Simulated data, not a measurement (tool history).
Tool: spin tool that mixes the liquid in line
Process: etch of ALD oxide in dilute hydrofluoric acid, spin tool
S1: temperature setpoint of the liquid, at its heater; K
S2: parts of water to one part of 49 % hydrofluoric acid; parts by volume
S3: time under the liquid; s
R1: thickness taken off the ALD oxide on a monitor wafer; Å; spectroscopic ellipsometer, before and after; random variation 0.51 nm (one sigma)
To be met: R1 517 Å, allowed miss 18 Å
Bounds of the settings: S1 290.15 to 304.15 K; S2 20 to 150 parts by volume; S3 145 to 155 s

run	hour	S1	S2	S3	R1
1	0	296.15	85	145	284.02
2	5.7	298.15	80	145	322.77
3	11.3	298.15	105	145	238.81
4	15.4	299.65	90	145	304.39
5	23.9	299.65	90	145	298.77
6	30.3	300.65	80	145	357.96
7	35.1	301.65	75	145	400.82
8	40.9	302.15	70	145	438.93
9	49.6	302.65	70	145	444.96
10	54.6	303.15	70	145	451.45

5 next moves are on the table. One of them brings every result within its allowed miss. Which?
A	59.6	303.65	85	145	?
B	59.6	304.15	75	150	?
C	59.6	300.15	65	155	?
D	59.6	302.65	65	155	?
E	59.6	304.15	75	155	?

move	R1
A	380.74
B	461.74
C	478.21
D	527.53
E	477.13
A: further off than the last run
B: nearer than the last run, and not there yet
C: nearer than the last run, and not there yet
D: meets every target
E: nearer than the last run, and not there yet
The right move is D.

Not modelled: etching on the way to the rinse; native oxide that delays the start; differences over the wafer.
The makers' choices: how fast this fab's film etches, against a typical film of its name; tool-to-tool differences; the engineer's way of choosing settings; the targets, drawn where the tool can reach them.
